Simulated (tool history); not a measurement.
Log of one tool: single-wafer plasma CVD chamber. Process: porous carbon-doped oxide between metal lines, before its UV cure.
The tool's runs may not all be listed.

run	hour	heater temperature setpoint (K)	RF power (kW)	deposition time (s)	mean film thickness on the monitor wafer (Å)
1	0.0	588.15	0.605	28.6	1582.3
2	1.7	588.15	0.645	28.6	1656.3
3	6.1	591.15	0.615	28.6	1583.8
4	12.8	582.15	0.615	28.6	1677.6
5	14.1	585.15	0.590	28.6	1574.3
6	19.4	588.15	0.570	28.6	1506.5

Forecast run 7:
7	26.1	590.15	0.555	28.6	?

Run 7 gave mean film thickness on the monitor wafer (Å) 1468.0.
